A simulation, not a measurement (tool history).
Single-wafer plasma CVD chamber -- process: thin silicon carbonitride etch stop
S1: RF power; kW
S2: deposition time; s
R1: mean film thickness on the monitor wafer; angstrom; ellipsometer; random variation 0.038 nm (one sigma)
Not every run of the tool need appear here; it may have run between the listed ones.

run  hour     S1    S2      R1
  1   0.0  0.160  25.8  151.08
  2   4.6  0.155  24.7  144.99
  3  11.2  0.165  24.7  146.69
  4  16.1  0.160  23.6  139.13
  5  16.9  0.155  22.9  134.04
  6  24.8  0.150  22.4  130.03
  7  32.0  0.145  22.0  126.80
  8  34.8  0.145  22.0  126.63
  9  37.9  0.140  21.8  124.48
 10  45.8  0.135  21.6  122.99

Predict the results of run 11:
 11  52.4  0.135  21.4   ?

R1: 121.89 angstrom

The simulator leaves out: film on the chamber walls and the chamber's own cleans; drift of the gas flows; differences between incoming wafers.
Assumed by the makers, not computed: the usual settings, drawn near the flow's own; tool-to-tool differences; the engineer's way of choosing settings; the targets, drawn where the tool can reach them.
